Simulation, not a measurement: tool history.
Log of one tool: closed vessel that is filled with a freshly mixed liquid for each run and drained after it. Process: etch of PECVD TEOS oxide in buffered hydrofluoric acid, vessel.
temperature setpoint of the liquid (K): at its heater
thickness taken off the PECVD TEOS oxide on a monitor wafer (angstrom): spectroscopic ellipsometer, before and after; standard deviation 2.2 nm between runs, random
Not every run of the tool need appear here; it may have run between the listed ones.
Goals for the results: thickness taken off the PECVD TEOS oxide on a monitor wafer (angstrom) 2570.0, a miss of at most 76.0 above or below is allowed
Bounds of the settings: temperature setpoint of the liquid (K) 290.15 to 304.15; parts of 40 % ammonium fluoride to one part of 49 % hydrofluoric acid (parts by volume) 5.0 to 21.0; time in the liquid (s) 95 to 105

| run | day | temperature setpoint of the liquid (K) | parts of 40 % ammonium fluoride to one part of 49 % hydrofluoric acid (parts by volume) | time in the liquid (s) | thickness taken off the PECVD TEOS oxide on a monitor wafer (angstrom) |
|---|---|---|---|---|---|
| 1 | 0.000 | 296.15 | 13.0 | 95 | 1866.3 |
| 2 | 0.096 | 296.15 | 16.0 | 95 | 1522.4 |
| 3 | 0.458 | 296.15 | 19.0 | 95 | 1294.1 |
| 4 | 0.717 | 297.65 | 18.0 | 95 | 1461.5 |
| 5 | 1.096 | 295.15 | 18.0 | 95 | 1284.0 |
| 6 | 1.192 | 297.15 | 17.0 | 95 | 1526.5 |
| 7 | 1.429 | 301.15 | 14.0 | 95 | 2253.2 |
| 8 | 1.662 | 304.15 | 14.0 | 95 | 2651.4 |

Which one of the following 4 next-run settings gets every result inside its allowed miss? There is exactly one.
| A | 1.896 | 301.65 | 13.5 | 100 | ? |
| B | 1.896 | 303.15 | 13.5 | 100 | ? |
| C | 1.896 | 304.15 | 14.0 | 100 | ? |
| D | 1.896 | 300.15 | 14.0 | 105 | ? |

| move | thickness taken off the PECVD TEOS oxide on a monitor wafer (angstrom) |
|---|---|
| A | 2544.0 |
| B | 2753.6 |
| C | 2800.2 |
| D | 2379.6 |
A: every result within its allowed miss
B: moves away from the targets compared with the last run
C: moves away from the targets compared with the last run
D: carries the result that was furthest off beyond its target, to the other side
A is the move that brings every result within its allowed miss.
